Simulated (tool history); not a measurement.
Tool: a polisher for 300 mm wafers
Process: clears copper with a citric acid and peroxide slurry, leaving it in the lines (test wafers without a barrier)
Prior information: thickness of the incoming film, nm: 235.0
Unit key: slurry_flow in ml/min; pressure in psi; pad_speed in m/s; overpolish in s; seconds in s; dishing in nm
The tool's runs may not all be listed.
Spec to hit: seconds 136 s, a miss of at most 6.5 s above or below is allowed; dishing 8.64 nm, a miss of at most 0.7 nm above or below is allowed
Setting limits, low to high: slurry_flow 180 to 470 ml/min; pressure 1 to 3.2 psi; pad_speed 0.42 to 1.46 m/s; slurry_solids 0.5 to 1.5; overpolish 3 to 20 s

run  hour  slurry_flow  pressure  pad_speed  slurry_solids  overpolish  seconds  dishing
  1     0          300       2.1       0.94              1          10   167.02   12.013
  2   4.6          300       2.2       0.94              1           9   157.91   11.244
  3   7.3          300       2.2       0.94              1           8    156.9   10.183
  4   8.3          300       2.2       0.94            0.9           8   158.79   9.8074
  5    10          300       2.2       0.74            0.9           8   206.17   7.6809
  6  11.5          300       2.3       0.74            0.9           8   188.55    8.078
  7  15.1          300       2.4       0.74            0.9           8   183.23   8.3489
  8  16.8          300       2.5       0.74            0.9           8   177.13   8.6568
  9  25.7          300       2.6       0.74            0.9           8   171.94   9.0571
 10  29.1          300       2.7       0.74            0.9           8   165.16   9.5541
 11  33.1          300       2.8       0.74            0.9           8   164.57   9.5465
 12  35.9          300       2.9       0.76            0.9           8   152.59   10.266
 13  37.4          300       2.9       0.76            0.9           8   149.37   10.194
 14    39          295         3       0.76            0.9           7   148.73   9.2957

Which single option among these 4 for the next run brings every result within its allowed miss of target? Just one does.
  A  40.6          245       3.2        0.8           0.95           7        ?        ?
  B  40.6          360       3.2       0.86           0.85           7        ?        ?
  C  40.6          245         3       0.82           1.05           6        ?        ?
  D  40.6          325       3.2       0.82           1.05           7        ?        ?

move  seconds  dishing
   A   134.99   10.547
   B    123.9   11.453
   C   136.96   8.9543
   D   125.23   11.337
A: meets the target for the result that was furthest off, but another lies outside its allowed miss
B: carries the result that was furthest off beyond its target, to the other side
C: all results land within tolerance of their targets
D: carries the result that was furthest off beyond its target, to the other side
Answer: C

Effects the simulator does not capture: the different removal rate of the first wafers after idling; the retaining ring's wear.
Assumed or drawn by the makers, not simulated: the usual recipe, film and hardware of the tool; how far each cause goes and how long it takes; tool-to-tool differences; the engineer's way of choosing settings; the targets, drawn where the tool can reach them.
